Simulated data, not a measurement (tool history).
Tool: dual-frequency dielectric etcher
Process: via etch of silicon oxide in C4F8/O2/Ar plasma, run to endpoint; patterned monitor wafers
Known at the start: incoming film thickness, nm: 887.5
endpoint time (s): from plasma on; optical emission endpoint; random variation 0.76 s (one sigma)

Run 1, hour 0: source power (kW) 2.47, bias power (kW) 2.131. Result: endpoint time (s) 162.06.
Run 2, hour 6: source power (kW) 2.69, bias power (kW) 2.201. Result: endpoint time (s) 155.4.
Run 3, hour 8.9: source power (kW) 2.86, bias power (kW) 2.263. Result: endpoint time (s) 150.83.
Run 4, hour 16.6: source power (kW) 2.86, bias power (kW) 2.079. Result: endpoint time (s) 155.85.
Run 5, hour 22.7: source power (kW) 2.68, bias power (kW) 2.079. Result: endpoint time (s) 160.26.
Run 6, hour 27.9: source power (kW) 2.68, bias power (kW) 2.313. Result: endpoint time (s) 153.74.
Run 7, hour 32: source power (kW) 2.84, bias power (kW) 2.376. Result: endpoint time (s) 148.23.

Run 8 comes next. What will it give?
Run 8, hour 35.1: source power (kW) 2.96, bias power (kW) 2.407. Result: endpoint time (s) ?.

endpoint time (s): 145.58
